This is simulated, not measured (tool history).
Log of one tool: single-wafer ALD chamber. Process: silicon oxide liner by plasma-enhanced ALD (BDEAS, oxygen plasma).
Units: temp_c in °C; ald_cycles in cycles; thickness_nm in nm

| run | hour | temp_c | ald_cycles | thickness_nm |
|---|---|---|---|---|
| 1 | 0.0 | 325 | 49 | 4.6913 |
| 2 | 4.7 | 318 | 49 | 4.6974 |
| 3 | 12.9 | 318 | 52 | 4.9829 |
| 4 | 13.8 | 318 | 49 | 4.7290 |
|  | 17.1 | thermocouple changed; heater temperature recalibrated |
| 5 | 17.1 | 312 | 49 | 4.8173 |
| 6 | 26.1 | 310 | 52 | 5.0763 |
| 7 | 26.6 | 309 | 54 | 5.3127 |

The next listed run, before its measurement:
| 8 | 32.8 | 308 | 55 | ? |

Run 8 gave thickness_nm 5.4382 nm.

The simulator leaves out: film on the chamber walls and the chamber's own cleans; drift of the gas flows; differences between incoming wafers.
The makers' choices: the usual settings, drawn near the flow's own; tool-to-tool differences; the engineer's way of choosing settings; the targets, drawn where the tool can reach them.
